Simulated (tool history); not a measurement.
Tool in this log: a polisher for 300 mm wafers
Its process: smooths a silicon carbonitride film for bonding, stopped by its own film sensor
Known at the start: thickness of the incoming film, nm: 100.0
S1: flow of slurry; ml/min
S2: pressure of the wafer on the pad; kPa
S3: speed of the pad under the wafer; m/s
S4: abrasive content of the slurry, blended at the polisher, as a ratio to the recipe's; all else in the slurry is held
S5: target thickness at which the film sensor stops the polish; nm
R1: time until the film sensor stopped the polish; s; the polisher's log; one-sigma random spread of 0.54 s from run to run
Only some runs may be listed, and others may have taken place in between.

{"run": 1, "hour": 0.0, "S1": 315, "S2": 11.7, "S3": 1.06, "S4": 1.0, "S5": 87, "R1": 57.569}
{"run": 2, "hour": 3.5, "S1": 315, "S2": 12.4, "S3": 1.08, "S4": 1.0, "S5": 87, "R1": 54.22}
{"run": 3, "hour": 12.2, "S1": 315, "S2": 13.1, "S3": 1.1, "S4": 1.0, "S5": 87, "R1": 49.103}
{"run": 4, "hour": 17.2, "S1": 315, "S2": 13.8, "S3": 1.1, "S4": 1.0, "S5": 87, "R1": 47.235}
{"run": 5, "hour": 22.6, "S1": 315, "S2": 16.5, "S3": 1.1, "S4": 1.0, "S5": 87, "R1": 40.258}
{"run": 6, "hour": 26.7, "S1": 315, "S2": 16.5, "S3": 1.1, "S4": 1.0, "S5": 87, "R1": 39.907}
{"run": 7, "hour": 29.3, "S1": 315, "S2": 16.5, "S3": 1.12, "S4": 1.0, "S5": 87, "R1": 38.716}
{"run": 8, "hour": 30.0, "S1": 315, "S2": 16.5, "S3": 1.14, "S4": 1.0, "S5": 87, "R1": 39.197}
{"run": 9, "hour": 36.0, "S1": 315, "S2": 16.5, "S3": 1.16, "S4": 1.0, "S5": 87, "R1": 38.536}
{"run": 10, "hour": 37.4, "S1": 315, "S2": 16.5, "S3": 1.18, "S4": 1.0, "S5": 87, "R1": 37.928}

What will run 11 give?
{"run": 11, "hour": 45.8, "S1": 315, "S2": 16.5, "S3": 1.18, "S4": 1.0, "S5": 87, "R1": "?"}

{"run 11": {"R1": 38.439}}

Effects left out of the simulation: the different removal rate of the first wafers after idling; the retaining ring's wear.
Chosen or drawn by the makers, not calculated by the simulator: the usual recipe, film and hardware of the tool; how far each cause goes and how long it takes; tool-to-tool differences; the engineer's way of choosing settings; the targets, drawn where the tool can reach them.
